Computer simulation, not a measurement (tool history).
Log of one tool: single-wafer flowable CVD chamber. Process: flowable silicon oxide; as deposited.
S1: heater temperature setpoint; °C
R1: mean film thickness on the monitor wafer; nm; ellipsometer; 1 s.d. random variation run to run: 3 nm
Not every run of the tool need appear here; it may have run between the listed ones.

Run 1, hour 0.0: S1 95 °C, chamber pressure (mTorr) 886, RF power (W) 2700, deposition time (s) 808. Result: R1 817.19 nm.
Run 2, hour 0.8: S1 97 °C, chamber pressure (mTorr) 886, RF power (W) 2700, deposition time (s) 808. Result: R1 757.42 nm.
Run 3, hour 7.4: S1 97 °C, chamber pressure (mTorr) 886, RF power (W) 2700, deposition time (s) 833. Result: R1 784.34 nm.
Run 4, hour 14.5: S1 97 °C, chamber pressure (mTorr) 886, RF power (W) 2700, deposition time (s) 808. Result: R1 761.78 nm.
Run 5, hour 19.2: S1 97 °C, chamber pressure (mTorr) 886, RF power (W) 2475, deposition time (s) 808. Result: R1 752.22 nm.
Run 6, hour 26.0: S1 98 °C, chamber pressure (mTorr) 886, RF power (W) 2475, deposition time (s) 808. Result: R1 726.66 nm.
Run 7, hour 27.0: S1 99 °C, chamber pressure (mTorr) 886, RF power (W) 2475, deposition time (s) 808. Result: R1 716.90 nm.
Run 8, hour 31.8: S1 100 °C, chamber pressure (mTorr) 886, RF power (W) 2475, deposition time (s) 808. Result: R1 693.54 nm.
Run 9, hour 33.2: S1 101 °C, chamber pressure (mTorr) 886, RF power (W) 2475, deposition time (s) 808. Result: R1 668.34 nm.
Run 10, hour 36.6: S1 102 °C, chamber pressure (mTorr) 886, RF power (W) 2475, deposition time (s) 808. Result: R1 646.51 nm.
Run 11, hour 43.3: S1 103 °C, chamber pressure (mTorr) 886, RF power (W) 2475, deposition time (s) 808. Result: R1 631.95 nm.
Run 12, hour 46.8: S1 105 °C, chamber pressure (mTorr) 886, RF power (W) 2475, deposition time (s) 808. Result: R1 601.22 nm.

Run 13, settings as shown, results not yet in. Your forecast:
At hour 51.3: thermocouple changed; heater temperature recalibrated.
Run 13, hour 51.3: S1 106 °C, chamber pressure (mTorr) 886, RF power (W) 2475, deposition time (s) 808. Result: R1 ?.

R1: 501.76 nm
